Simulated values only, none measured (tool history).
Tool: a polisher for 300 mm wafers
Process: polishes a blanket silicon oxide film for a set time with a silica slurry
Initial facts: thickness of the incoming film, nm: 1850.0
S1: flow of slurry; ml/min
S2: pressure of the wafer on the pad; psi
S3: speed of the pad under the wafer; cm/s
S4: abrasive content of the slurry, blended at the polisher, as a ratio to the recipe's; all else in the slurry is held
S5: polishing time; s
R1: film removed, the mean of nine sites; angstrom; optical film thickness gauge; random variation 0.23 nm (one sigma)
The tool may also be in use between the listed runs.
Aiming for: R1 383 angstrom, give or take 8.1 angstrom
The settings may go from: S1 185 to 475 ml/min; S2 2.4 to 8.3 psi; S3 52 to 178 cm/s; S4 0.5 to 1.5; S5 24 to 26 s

run	hour	S1	S2	S3	S4	S5	R1
1	0	305	5.3	114	1	26	1080
2	6.1	300	4.4	94	0.95	26	756.35
3	10	300	4.4	94	0.95	26	755.88
4	18.8	300	4.4	94	0.95	26	743.9
5	22.2	295	3.7	84	0.95	26	579.71
6	24.1	270	3.7	84	0.95	26	576.59
7	28.7	250	3.3	80	0.95	26	491.68
8	29.5	230	3	80	0.95	26	451.49
9	35.2	220	2.8	80	0.95	26	419

Next run, 5 choices. One meets every target within its allowed miss, the rest don't. Which?
A	40.9	200	2.8	78	0.95	26	?
B	40.9	185	2.4	90	0.9	26	?
C	40.9	205	2.7	84	0.9	26	?
D	40.9	275	2.6	94	1.05	24	?
E	40.9	190	3.1	78	0.9	24	?

move	R1
A	400.79
B	376.35
C	402.39
D	431.08
E	395.62
A: moves toward the targets from the last run without getting all of them in spec
B: hits every target within its allowed miss
C: moves toward the targets from the last run without getting all of them in spec
D: moves away from the targets compared with the last run
E: moves toward the targets from the last run without getting all of them in spec
The move that meets every target is B.
